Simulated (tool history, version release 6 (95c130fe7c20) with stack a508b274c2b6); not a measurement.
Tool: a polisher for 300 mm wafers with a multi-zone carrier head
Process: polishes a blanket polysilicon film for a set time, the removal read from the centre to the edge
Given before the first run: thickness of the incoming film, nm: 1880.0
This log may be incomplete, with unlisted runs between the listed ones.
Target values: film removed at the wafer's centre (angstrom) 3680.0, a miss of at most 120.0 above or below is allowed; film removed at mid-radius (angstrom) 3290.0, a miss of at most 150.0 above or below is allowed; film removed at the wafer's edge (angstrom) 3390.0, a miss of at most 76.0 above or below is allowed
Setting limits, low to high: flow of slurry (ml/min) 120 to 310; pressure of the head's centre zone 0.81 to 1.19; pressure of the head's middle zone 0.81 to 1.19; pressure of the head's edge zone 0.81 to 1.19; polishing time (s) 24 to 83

| run | hour | flow of slurry (ml/min) | pressure of the head's centre zone | pressure of the head's middle zone | pressure of the head's edge zone | polishing time (s) | film removed at the wafer's centre (angstrom) | film removed at mid-radius (angstrom) | film removed at the wafer's edge (angstrom) |
|---|---|---|---|---|---|---|---|---|---|
| 1 | 0.0 | 200 | 1.00 | 1.00 | 1.00 | 53 | 4217.4 | 4126.4 | 4125.3 |
| 2 | 6.5 | 200 | 1.00 | 1.00 | 1.07 | 53 | 4221.6 | 4111.6 | 4321.6 |
| 3 | 14.7 | 200 | 0.97 | 1.00 | 1.07 | 53 | 4035.9 | 4113.3 | 4289.0 |
| 4 | 21.8 | 195 | 0.97 | 0.98 | 1.03 | 52 | 3960.8 | 3878.6 | 4140.3 |
| 5 | 27.5 | 195 | 0.97 | 0.98 | 1.03 | 40 | 3051.8 | 3012.8 | 3177.1 |
| 6 | 33.6 | 205 | 0.99 | 0.98 | 1.04 | 40 | 3107.8 | 2992.0 | 3176.8 |
| 7 | 36.5 | 205 | 1.01 | 0.99 | 1.05 | 40 | 3191.7 | 3080.1 | 3169.2 |
| 8 | 38.1 | 210 | 1.02 | 0.99 | 1.06 | 40 | 3231.0 | 3064.3 | 3258.8 |
| 9 | 43.1 | 215 | 1.03 | 1.00 | 1.06 | 40 | 3243.0 | 3140.5 | 3245.7 |
| 10 | 45.6 | 220 | 1.05 | 1.00 | 1.06 | 40 | 3313.3 | 3121.5 | 3248.0 |
| 11 | 52.0 | 225 | 1.06 | 1.00 | 1.07 | 40 | 3408.9 | 3134.2 | 3262.6 |
| 12 | 57.6 | 230 | 1.07 | 1.00 | 1.08 | 40 | 3420.1 | 3140.0 | 3306.4 |

Exactly one of the 5 candidate moves below puts every result within its allowed miss. Which one?
| A | 63.2 | 160 | 1.12 | 1.01 | 1.06 | 43 | ? | ? | ? |
| B | 63.2 | 210 | 1.12 | 0.96 | 0.97 | 44 | ? | ? | ? |
| C | 63.2 | 235 | 1.03 | 0.94 | 1.10 | 39 | ? | ? | ? |
| D | 63.2 | 250 | 0.96 | 0.99 | 1.16 | 38 | ? | ? | ? |
| E | 63.2 | 220 | 0.97 | 1.01 | 1.05 | 40 | ? | ? | ? |

| move | film removed at the wafer's centre (angstrom) | film removed at mid-radius (angstrom) | film removed at the wafer's edge (angstrom) |
|---|---|---|---|
| A | 3654.7 | 3163.7 | 3386.9 |
| B | 3884.1 | 3210.6 | 3406.9 |
| C | 3211.6 | 2832.3 | 3243.4 |
| D | 2940.0 | 2902.1 | 3261.3 |
| E | 3079.7 | 3064.6 | 3229.3 |
A: every result within its allowed miss
B: takes the biggest miss from the last run beyond its target
C: moves away from the targets compared with the last run
D: moves away from the targets compared with the last run
E: moves away from the targets compared with the last run
The right move is A.
